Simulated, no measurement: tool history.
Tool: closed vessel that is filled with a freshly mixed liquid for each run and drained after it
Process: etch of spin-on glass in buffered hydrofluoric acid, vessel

run  hour  temperature setpoint of the liquid (°C)  parts of 40 % ammonium fluoride to one part of 49 % hydrofluoric acid (parts by volume)  time in the liquid (s)  thickness taken off the spin-on glass on a monitor wafer (nm)
  1   0.0                                     20.0                                                                                     15.5                      35                                                         62.986
  2   3.6                                     19.5                                                                                     16.5                      35                                                         57.281
  3  10.5                                     22.5                                                                                     16.5                      35                                                         67.660
  4  19.3                                     21.5                                                                                     17.0                      35                                                         62.171
  5  28.1                                     20.5                                                                                     17.5                      35                                                         57.400
  6  36.7                                     20.0                                                                                     18.0                      35                                                         54.047
  7  44.9                                     19.5                                                                                     18.5                      35                                                         51.422
  8  53.4                                     19.0                                                                                     19.0                      35                                                         48.622

Run 9 comes next. What will it give?
  9  59.9                                     18.5                                                                                     19.5                      35                                                              ?

Run 9 gave thickness taken off the spin-on glass on a monitor wafer (nm) 46.142.

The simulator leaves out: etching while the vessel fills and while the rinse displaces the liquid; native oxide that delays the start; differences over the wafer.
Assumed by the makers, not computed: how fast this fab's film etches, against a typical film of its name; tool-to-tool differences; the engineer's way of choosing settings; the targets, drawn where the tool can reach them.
